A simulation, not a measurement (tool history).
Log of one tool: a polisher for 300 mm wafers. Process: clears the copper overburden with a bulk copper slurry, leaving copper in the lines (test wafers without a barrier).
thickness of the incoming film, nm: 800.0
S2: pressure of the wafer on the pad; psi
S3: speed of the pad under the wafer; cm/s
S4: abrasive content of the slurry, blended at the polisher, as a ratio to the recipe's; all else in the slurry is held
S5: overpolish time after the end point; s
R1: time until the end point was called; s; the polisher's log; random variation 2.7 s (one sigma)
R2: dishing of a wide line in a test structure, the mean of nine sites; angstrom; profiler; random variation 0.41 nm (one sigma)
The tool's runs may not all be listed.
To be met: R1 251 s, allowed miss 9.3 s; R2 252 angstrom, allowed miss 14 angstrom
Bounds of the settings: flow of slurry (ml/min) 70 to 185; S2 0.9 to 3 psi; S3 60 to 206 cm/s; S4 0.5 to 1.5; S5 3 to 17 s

run 1 hour=0 | flow_of_slurry_(ml/min)=120 S2=1.9 S3=132 S4=1 S5=9 | R1=89.399 R2=554.24
run 2 hour=4.7 | flow_of_slurry_(ml/min)=120 S2=1.9 S3=132 S4=0.9 S5=9 | R1=91.053 R2=532.23
run 3 hour=6.3 | flow_of_slurry_(ml/min)=120 S2=1.9 S3=162 S4=0.9 S5=9 | R1=74.666 R2=609.48
run 4 hour=11 | flow_of_slurry_(ml/min)=120 S2=1.9 S3=138 S4=0.9 S5=9 | R1=87.987 R2=551.97
run 5 hour=12.8 | flow_of_slurry_(ml/min)=120 S2=2.4 S3=138 S4=0.9 S5=9 | R1=72.435 R2=677.62
run 6 hour=16.8 | flow_of_slurry_(ml/min)=120 S2=2.4 S3=138 S4=0.9 S5=11 | R1=72.428 R2=738.47
run 7 hour=25.5 | flow_of_slurry_(ml/min)=115 S2=2.2 S3=128 S4=0.85 S5=11 | R1=84.45 R2=672.98
run 8 hour=31.5 | flow_of_slurry_(ml/min)=85 S2=1.6 S3=92 S4=0.65 S5=7 | R1=163.97 R2=265.42
run 9 hour=33.3 | flow_of_slurry_(ml/min)=85 S2=1.5 S3=90 S4=0.65 S5=8 | R1=174.18 R2=281.05

Which of these 4 next moves meets every target?
run A hour=35.1 | flow_of_slurry_(ml/min)=85 S2=1.6 S3=72 S4=0.5 S5=8 | R1=? R2=?
run B hour=35.1 | flow_of_slurry_(ml/min)=90 S2=1.5 S3=70 S4=0.75 S5=11 | R1=? R2=?
run C hour=35.1 | flow_of_slurry_(ml/min)=75 S2=1.2 S3=62 S4=0.8 S5=11 | R1=? R2=?
run D hour=35.1 | flow_of_slurry_(ml/min)=70 S2=1.3 S3=74 S4=0.55 S5=10 | R1=? R2=?

move=A R1=218.67 R2=240.53
move=B R1=218.71 R2=316.32
move=C R1=294.25 R2=242.17
move=D R1=254.03 R2=254.29
A: nearer than the last run, and not there yet
B: nearer than the last run, and not there yet
C: takes the result that was furthest off past its target
D: meets every target
The right move is D.

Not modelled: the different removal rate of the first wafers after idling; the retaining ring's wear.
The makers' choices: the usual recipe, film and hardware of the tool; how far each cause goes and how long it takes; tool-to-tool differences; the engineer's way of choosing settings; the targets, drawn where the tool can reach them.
